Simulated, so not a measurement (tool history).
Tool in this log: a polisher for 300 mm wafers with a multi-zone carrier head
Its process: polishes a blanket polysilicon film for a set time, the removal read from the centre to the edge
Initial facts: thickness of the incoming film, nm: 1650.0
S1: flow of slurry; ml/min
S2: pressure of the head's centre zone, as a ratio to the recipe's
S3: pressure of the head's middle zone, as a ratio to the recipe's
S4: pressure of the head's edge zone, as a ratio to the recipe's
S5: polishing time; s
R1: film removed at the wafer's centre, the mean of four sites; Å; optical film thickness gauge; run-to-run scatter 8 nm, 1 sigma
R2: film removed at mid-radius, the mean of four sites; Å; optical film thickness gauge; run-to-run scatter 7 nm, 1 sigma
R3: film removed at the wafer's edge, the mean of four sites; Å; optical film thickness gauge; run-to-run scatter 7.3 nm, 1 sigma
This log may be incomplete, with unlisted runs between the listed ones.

run  hour   S1    S2    S3    S4  S5      R1      R2      R3
  1     0  205     1     1     1  86  4862.8    4723  4941.4
  2   1.2  205     1  1.01  1.01  88  4949.2  4866.3  5165.8
  3   9.2  205     1  1.01  1.09  88  5059.6  4941.7  5264.8
  4  11.1  180     1  1.01  1.09  88  4777.8  4926.6  5276.1
     18.9  -- edge zone pressure recalibrated
  5  18.9  180     1  0.94  1.09  88  4865.3  4592.9  4971.5
  6  22.5  185  1.01  0.97  1.08  89  4930.5  4855.2  4973.7
  7  23.2  190  1.01  0.99  1.09  90  5078.1    4963  5065.8

The next listed run, before its measurement:
  8  30.6  195  1.01  1.01  1.09  91   ?   ?   ?

{"run 8": {"R1": 5178.1, "R2": 5070.7, "R3": 5232.8}}
